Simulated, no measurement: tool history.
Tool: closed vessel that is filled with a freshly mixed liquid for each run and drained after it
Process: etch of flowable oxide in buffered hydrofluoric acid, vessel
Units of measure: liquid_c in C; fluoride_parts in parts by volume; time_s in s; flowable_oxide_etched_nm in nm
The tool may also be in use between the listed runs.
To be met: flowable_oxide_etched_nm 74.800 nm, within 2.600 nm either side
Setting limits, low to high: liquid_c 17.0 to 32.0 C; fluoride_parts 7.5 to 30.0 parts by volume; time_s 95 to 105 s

run 1 hour=0.0 | liquid_c=25.0 fluoride_parts=21.0 time_s=95 | flowable_oxide_etched_nm=101.220
run 2 hour=5.1 | liquid_c=25.0 fluoride_parts=25.5 time_s=95 | flowable_oxide_etched_nm=89.914
run 3 hour=13.8 | liquid_c=23.5 fluoride_parts=25.5 time_s=95 | flowable_oxide_etched_nm=83.206
run 4 hour=14.8 | liquid_c=23.5 fluoride_parts=25.5 time_s=95 | flowable_oxide_etched_nm=82.372
run 5 hour=19.2 | liquid_c=25.0 fluoride_parts=25.5 time_s=95 | flowable_oxide_etched_nm=90.255
run 6 hour=27.7 | liquid_c=24.5 fluoride_parts=25.5 time_s=95 | flowable_oxide_etched_nm=87.347
run 7 hour=29.0 | liquid_c=24.0 fluoride_parts=25.5 time_s=95 | flowable_oxide_etched_nm=85.886
run 8 hour=31.9 | liquid_c=23.5 fluoride_parts=25.5 time_s=95 | flowable_oxide_etched_nm=85.099
run 9 hour=36.4 | liquid_c=23.5 fluoride_parts=25.5 time_s=95 | flowable_oxide_etched_nm=82.897
run 10 hour=38.5 | liquid_c=23.0 fluoride_parts=25.5 time_s=95 | flowable_oxide_etched_nm=82.443
run 11 hour=41.9 | liquid_c=22.5 fluoride_parts=25.5 time_s=95 | flowable_oxide_etched_nm=79.889

Next run, 5 choices. One meets every target within its allowed miss, the rest don't. Which?
run A hour=45.3 | liquid_c=20.5 fluoride_parts=26.5 time_s=95 | flowable_oxide_etched_nm=?
run B hour=45.3 | liquid_c=19.5 fluoride_parts=21.5 time_s=95 | flowable_oxide_etched_nm=?
run C hour=45.3 | liquid_c=22.0 fluoride_parts=30.0 time_s=95 | flowable_oxide_etched_nm=?
run D hour=45.3 | liquid_c=23.5 fluoride_parts=25.5 time_s=105 | flowable_oxide_etched_nm=?
run E hour=45.3 | liquid_c=21.0 fluoride_parts=23.0 time_s=100 | flowable_oxide_etched_nm=?

move=A flowable_oxide_etched_nm=68.601
move=B flowable_oxide_etched_nm=74.927
move=C flowable_oxide_etched_nm=68.478
move=D flowable_oxide_etched_nm=91.993
move=E flowable_oxide_etched_nm=81.895
A: pushes the last run's worst result past its target
B: every result within its allowed miss
C: pushes the last run's worst result past its target
D: moves away from the targets compared with the last run
E: moves away from the targets compared with the last run
Correct choice: B, which meets every target

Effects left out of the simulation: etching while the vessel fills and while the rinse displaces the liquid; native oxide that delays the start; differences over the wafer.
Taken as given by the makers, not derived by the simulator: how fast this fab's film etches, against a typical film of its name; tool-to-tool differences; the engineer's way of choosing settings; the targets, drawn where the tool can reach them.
